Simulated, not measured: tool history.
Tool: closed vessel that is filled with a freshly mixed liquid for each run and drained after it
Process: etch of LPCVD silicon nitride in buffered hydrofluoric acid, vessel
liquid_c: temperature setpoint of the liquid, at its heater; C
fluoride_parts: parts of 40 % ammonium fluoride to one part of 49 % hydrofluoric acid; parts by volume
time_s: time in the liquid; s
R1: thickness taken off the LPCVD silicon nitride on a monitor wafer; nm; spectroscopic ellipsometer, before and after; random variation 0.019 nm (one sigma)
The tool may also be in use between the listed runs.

run 1 hour=0.0 | liquid_c=21.0 fluoride_parts=20.0 time_s=215 | R1=1.3533
run 2 hour=1.3 | liquid_c=23.5 fluoride_parts=18.5 time_s=215 | R1=1.6654
run 3 hour=6.7 | liquid_c=25.0 fluoride_parts=17.5 time_s=215 | R1=1.9186
run 4 hour=13.5 | liquid_c=21.5 fluoride_parts=17.5 time_s=215 | R1=1.6028
run 5 hour=16.1 | liquid_c=24.0 fluoride_parts=17.0 time_s=215 | R1=1.8698
run 6 hour=22.3 | liquid_c=24.0 fluoride_parts=17.0 time_s=130 | R1=1.1406

Forecast run 7:
run 7 hour=23.9 | liquid_c=28.0 fluoride_parts=10.5 time_s=175 | R1=?

R1: 3.0361 nm
